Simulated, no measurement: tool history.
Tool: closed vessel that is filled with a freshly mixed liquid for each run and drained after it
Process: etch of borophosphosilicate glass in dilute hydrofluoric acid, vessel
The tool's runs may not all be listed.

run  hour  temperature setpoint of the liquid (°C)  parts of water to one part of 49 % hydrofluoric acid (parts by volume)  time in the liquid (s)  thickness taken off the borophosphosilicate glass on a monitor wafer (angstrom)
  1   0.0                                     21.0                                                                     300                     320                                                                           319.03
  2   1.7                                     20.5                                                                     305                     320                                                                           301.79
  3   3.4                                     20.5                                                                     305                     320                                                                           298.39
  4   5.5                                     20.0                                                                     305                     320                                                                           295.54
  5   8.6                                     19.5                                                                     305                     320                                                                           288.00
  6  12.0                                     19.0                                                                     305                     320                                                                           282.02
  7  20.1                                     18.5                                                                     305                     320                                                                           279.30

Run 8 comes next. What will it give?
  8  21.1                                     17.5                                                                     310                     320                                                                                ?

Run 8 gave thickness taken off the borophosphosilicate glass on a monitor wafer (angstrom) 264.06.

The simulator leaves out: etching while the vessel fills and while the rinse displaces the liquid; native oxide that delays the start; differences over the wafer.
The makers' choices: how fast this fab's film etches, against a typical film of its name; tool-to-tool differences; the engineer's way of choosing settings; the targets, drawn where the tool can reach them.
